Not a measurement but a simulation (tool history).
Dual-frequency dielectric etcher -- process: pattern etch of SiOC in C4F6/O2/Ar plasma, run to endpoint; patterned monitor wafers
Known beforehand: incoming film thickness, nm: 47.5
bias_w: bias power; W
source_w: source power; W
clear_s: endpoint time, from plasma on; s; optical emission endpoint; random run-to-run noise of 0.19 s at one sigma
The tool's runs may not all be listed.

run	hour	bias_w	source_w	clear_s
1	0.0	334	390	18.544
2	2.7	334	420	18.242
3	3.4	318	410	18.662
4	7.0	304	400	19.219
# hour 11.7: source power generator calibrated
5	11.7	284	400	19.347
6	18.0	274	390	19.438
7	22.5	263	370	20.337

Predict the results of run 8:
8	28.3	257	360	?

clear_s: 20.521 s
